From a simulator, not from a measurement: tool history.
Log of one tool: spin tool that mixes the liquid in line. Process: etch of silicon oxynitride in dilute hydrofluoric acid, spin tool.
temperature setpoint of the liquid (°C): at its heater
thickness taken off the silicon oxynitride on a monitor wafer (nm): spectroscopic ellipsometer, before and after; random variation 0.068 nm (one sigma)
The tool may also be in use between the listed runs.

run  hour  temperature setpoint of the liquid (°C)  parts of water to one part of 49 % hydrofluoric acid (parts by volume)  time under the liquid (s)  thickness taken off the silicon oxynitride on a monitor wafer (nm)
  1     0                                       24                                                                      80                        285                                                              9.5662
  2   5.2                                       24                                                                      60                        285                                                              12.818
  3  10.9                                       22                                                                      65                        285                                                              10.882
  4  17.5                                     20.5                                                                      70                        285                                                              9.2635
  5  23.4                                     19.5                                                                      75                        285                                                              8.0288
  6  30.3                                     19.5                                                                      75                        285                                                              8.1359
  7  35.9                                     18.5                                                                      75                        285                                                              7.8187

Run 8 comes next. What will it give?
  8  41.4                                       18                                                                      75                        285                                                                   ?

thickness taken off the silicon oxynitride on a monitor wafer (nm): 7.4624

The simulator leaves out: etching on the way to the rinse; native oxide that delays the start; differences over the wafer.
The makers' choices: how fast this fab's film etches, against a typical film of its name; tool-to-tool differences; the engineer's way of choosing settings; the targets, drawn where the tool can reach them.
